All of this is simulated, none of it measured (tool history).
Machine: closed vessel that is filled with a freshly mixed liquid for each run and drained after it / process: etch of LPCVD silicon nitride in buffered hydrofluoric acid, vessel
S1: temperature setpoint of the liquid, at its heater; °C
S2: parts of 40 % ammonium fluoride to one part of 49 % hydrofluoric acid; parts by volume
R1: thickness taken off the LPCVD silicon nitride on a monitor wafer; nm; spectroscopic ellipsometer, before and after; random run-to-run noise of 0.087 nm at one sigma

Run 1, day 0: S1 25 °C, S2 23 parts by volume, time in the liquid (s) 3205. Result: R1 22.22 nm.
Run 2, day 0.25: S1 25 °C, S2 23 parts by volume, time in the liquid (s) 3205. Result: R1 22.421 nm.
Run 3, day 0.662: S1 24.5 °C, S2 23 parts by volume, time in the liquid (s) 3205. Result: R1 21.658 nm.
Run 4, day 0.883: S1 24 °C, S2 23 parts by volume, time in the liquid (s) 3205. Result: R1 21.111 nm.
Run 5, day 1.004: S1 24 °C, S2 17.5 parts by volume, time in the liquid (s) 3205. Result: R1 26.611 nm.
Run 6, day 1.338: S1 23 °C, S2 17.5 parts by volume, time in the liquid (s) 3205. Result: R1 25.272 nm.
Run 7, day 1.521: S1 22 °C, S2 17.5 parts by volume, time in the liquid (s) 3205. Result: R1 23.705 nm.
Run 8, day 1.629: S1 21 °C, S2 17.5 parts by volume, time in the liquid (s) 3205. Result: R1 22.567 nm.

What will run 9 give?
Run 9, day 1.85: S1 17 °C, S2 18 parts by volume, time in the liquid (s) 3205. Result: R1 ?.

R1: 17.554 nm

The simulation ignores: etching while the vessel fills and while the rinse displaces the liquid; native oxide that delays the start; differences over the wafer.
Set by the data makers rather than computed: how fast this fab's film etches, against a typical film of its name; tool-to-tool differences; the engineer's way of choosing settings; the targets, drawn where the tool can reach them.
